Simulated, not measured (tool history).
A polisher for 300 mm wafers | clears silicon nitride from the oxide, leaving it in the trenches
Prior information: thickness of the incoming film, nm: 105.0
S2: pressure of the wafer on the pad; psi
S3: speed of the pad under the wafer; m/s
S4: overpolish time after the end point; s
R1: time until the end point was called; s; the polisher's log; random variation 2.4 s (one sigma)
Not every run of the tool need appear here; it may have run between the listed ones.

{"run": 1, "hour": 0.0, "flow of slurry (ml/min)": 175, "S2": 2.2, "S3": 1.14, "S4": 6, "R1": 119.96}
{"run": 2, "hour": 2.7, "flow of slurry (ml/min)": 190, "S2": 2.2, "S3": 1.14, "S4": 6, "R1": 118.21}
{"run": 3, "hour": 8.5, "flow of slurry (ml/min)": 190, "S2": 2.5, "S3": 1.14, "S4": 6, "R1": 109.89}
{"run": 4, "hour": 17.5, "flow of slurry (ml/min)": 190, "S2": 2.5, "S3": 1.14, "S4": 5, "R1": 110.54}
{"run": 5, "hour": 22.8, "flow of slurry (ml/min)": 235, "S2": 2.5, "S3": 1.14, "S4": 5, "R1": 107.95}
{"run": 6, "hour": 29.3, "flow of slurry (ml/min)": 235, "S2": 3.0, "S3": 1.14, "S4": 5, "R1": 94.59}
{"run": 7, "hour": 32.8, "flow of slurry (ml/min)": 235, "S2": 2.6, "S3": 1.08, "S4": 5, "R1": 109.77}
{"run": 8, "hour": 39.9, "flow of slurry (ml/min)": 235, "S2": 2.2, "S3": 1.04, "S4": 5, "R1": 125.13}

Predict the results of run 9:
{"run": 9, "hour": 44.4, "flow of slurry (ml/min)": 235, "S2": 1.9, "S3": 1.0, "S4": 5, "R1": "?"}

{"run 9": {"R1": 137.42}}

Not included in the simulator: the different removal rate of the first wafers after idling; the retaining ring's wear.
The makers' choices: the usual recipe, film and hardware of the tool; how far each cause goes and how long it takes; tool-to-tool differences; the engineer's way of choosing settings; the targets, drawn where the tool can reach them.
